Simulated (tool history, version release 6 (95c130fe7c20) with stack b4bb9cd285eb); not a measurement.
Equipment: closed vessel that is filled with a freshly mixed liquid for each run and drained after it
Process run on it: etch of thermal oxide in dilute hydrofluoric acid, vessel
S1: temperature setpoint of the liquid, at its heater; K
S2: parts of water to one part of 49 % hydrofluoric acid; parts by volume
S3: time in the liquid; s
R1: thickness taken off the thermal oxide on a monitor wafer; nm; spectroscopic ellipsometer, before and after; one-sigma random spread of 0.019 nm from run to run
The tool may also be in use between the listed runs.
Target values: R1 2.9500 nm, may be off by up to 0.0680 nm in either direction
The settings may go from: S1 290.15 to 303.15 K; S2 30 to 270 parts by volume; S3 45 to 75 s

run  hour      S1   S2  S3      R1
  1   0.0  295.15  150  75  2.0311
  2   8.9  295.15  150  45  1.2321
  3  11.2  291.65  150  45  1.0606
  4  17.3  294.65  145  45  1.2369
  5  20.3  294.65  145  45  1.2220
  6  28.6  296.65  120  45  1.6590
  7  34.2  298.15  110  45  1.9511
  8  39.8  299.15  105  45  2.1109
  9  46.2  300.15  100  45  2.3488
 10  49.4  300.65  100  45  2.3915
 11  51.2  301.15   95  45  2.5735
 12  52.3  301.65   95  45  2.6104
 13  54.1  303.15   85  45  3.1403
 14  59.6  302.65   85  45  3.1395
 15  67.2  302.15   85  45  3.0418

Exercise: of the 4 proposed moves below, exactly one satisfies all targets within the stated allowed misses. Which move is it?
  A  74.8  303.15  90  45   ?
  B  74.8  297.15  70  45   ?
  C  74.8  302.65  85  45   ?
  D  74.8  299.65  75  45   ?

move      R1
   A  2.9255
   B  3.0556
   C  3.0612
   D  3.1311
A: in spec on every target
B: moves away from the targets compared with the last run
C: moves away from the targets compared with the last run
D: moves away from the targets compared with the last run
The right move is A.
